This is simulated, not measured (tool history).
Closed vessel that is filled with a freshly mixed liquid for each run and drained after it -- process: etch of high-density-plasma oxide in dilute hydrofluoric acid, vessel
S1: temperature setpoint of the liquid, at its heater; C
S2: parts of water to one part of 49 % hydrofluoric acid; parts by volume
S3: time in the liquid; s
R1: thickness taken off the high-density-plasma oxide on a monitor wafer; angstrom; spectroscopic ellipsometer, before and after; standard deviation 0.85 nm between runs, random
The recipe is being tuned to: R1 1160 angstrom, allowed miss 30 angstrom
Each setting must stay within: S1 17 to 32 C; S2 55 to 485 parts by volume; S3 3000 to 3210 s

run,hour,S1,S2,S3,R1
1,0,24,270,3000,809.85
2,9.6,24,190,3000,1245.9
3,18.9,23.5,190,3000,1231.3
4,20.6,23,190,3000,1195.1
5,23.6,26.5,190,3000,1373.6
6,29.8,25.5,190,3000,1326.3
7,38.9,24.5,190,3000,1270.2
8,41.6,24,190,3000,1274.8
9,49.1,20.5,195,3000,1065
10,57.4,21,195,3000,1091.9
11,62.5,21.5,195,3000,1109.8
12,68,21.5,195,3000,1102.4
13,74.3,22,195,3000,1125.2

Consider the 5 candidate settings below. Which is the only one whose results all fall within their allowed miss of target?
A,80.6,20.5,200,3210,?
B,80.6,26.5,230,3210,?
C,80.6,20.5,200,3145,?
D,80.6,21,205,3180,?
E,80.6,28.5,240,3000,?

move,R1
A,1088.2
B,1143.6
C,1066.1
D,1066.7
E,1085.7
A: the biggest miss grows against the last run
B: every result within its allowed miss
C: the biggest miss grows against the last run
D: the biggest miss grows against the last run
E: the biggest miss grows against the last run
Go with B: it meets all targets.
